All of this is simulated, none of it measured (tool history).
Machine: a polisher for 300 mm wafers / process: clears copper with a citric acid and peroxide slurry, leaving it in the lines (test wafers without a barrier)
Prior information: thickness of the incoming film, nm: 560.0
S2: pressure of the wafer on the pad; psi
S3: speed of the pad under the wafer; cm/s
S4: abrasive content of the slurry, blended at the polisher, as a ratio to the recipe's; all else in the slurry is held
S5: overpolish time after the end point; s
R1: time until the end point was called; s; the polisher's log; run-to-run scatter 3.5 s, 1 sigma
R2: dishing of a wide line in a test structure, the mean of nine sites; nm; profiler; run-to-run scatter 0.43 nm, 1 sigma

Run 1, hour 0.0: flow of slurry (ml/min) 195, S2 3.8 psi, S3 124 cm/s, S4 1.0, S5 26 s. Result: R1 169.51 s, R2 55.748 nm.
Run 2, hour 4.8: flow of slurry (ml/min) 195, S2 3.8 psi, S3 106 cm/s, S4 1.0, S5 26 s. Result: R1 192.76 s, R2 49.449 nm.
Run 3, hour 5.9: flow of slurry (ml/min) 170, S2 3.8 psi, S3 106 cm/s, S4 1.0, S5 26 s. Result: R1 197.97 s, R2 50.496 nm.
Run 4, hour 10.0: flow of slurry (ml/min) 145, S2 3.8 psi, S3 106 cm/s, S4 1.0, S5 26 s. Result: R1 207.39 s, R2 48.929 nm.
Run 5, hour 14.8: flow of slurry (ml/min) 145, S2 3.8 psi, S3 106 cm/s, S4 0.8, S5 26 s. Result: R1 210.71 s, R2 46.589 nm.
Run 6, hour 16.8: flow of slurry (ml/min) 145, S2 3.6 psi, S3 106 cm/s, S4 0.8, S5 25 s. Result: R1 219.82 s, R2 44.374 nm.
Run 7, hour 25.8: flow of slurry (ml/min) 145, S2 3.4 psi, S3 106 cm/s, S4 0.8, S5 24 s. Result: R1 234.78 s, R2 39.207 nm.
Run 8, hour 32.6: flow of slurry (ml/min) 145, S2 3.2 psi, S3 106 cm/s, S4 0.8, S5 24 s. Result: R1 247.22 s, R2 38.007 nm.
Run 9, hour 36.1: flow of slurry (ml/min) 150, S2 2.2 psi, S3 104 cm/s, S4 0.8, S5 17 s. Result: R1 348.15 s, R2 19.102 nm.

Estimate the outcome of run 10 from the log above:
Run 10, hour 37.5: flow of slurry (ml/min) 150, S2 2.4 psi, S3 102 cm/s, S4 0.8, S5 23 s. Result: R1 ?, R2 ?.

{"run 10": {"R1": 334.44, "R2": 27.605}}
